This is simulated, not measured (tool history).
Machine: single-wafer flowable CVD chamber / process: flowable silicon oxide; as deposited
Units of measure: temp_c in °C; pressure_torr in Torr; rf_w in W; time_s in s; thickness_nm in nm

run  hour  temp_c  pressure_torr  rf_w  time_s  thickness_nm
  1   0.0     100          0.792  1540     467        268.19
  2   1.6     102          0.792  1540     467        247.18
  3   6.9     102          0.792  1710     467        253.10
  4  11.0      96          0.792  1710     467        319.43
  5  19.8      96          0.792  1710     467        319.21
  6  24.5      98          0.792  1710     467        296.09
  7  25.3     100          0.792  1710     467        276.48
  8  29.8     102          0.792  1710     467        256.73
  9  34.0     102          0.792  1710     467        257.51
 10  36.3     103          0.792  1710     467        246.73
 11  37.9     104          0.792  1710     467        235.57
 12  39.1     105          0.792  1710     467        227.49
 13  43.4     106          0.792  1710     467        219.75
 14  47.1     107          0.792  1710     467        209.58

For run 15, what comes out?
 15  48.6     108          0.792  1710     467             ?

{"run 15": {"thickness_nm": 204.02}}
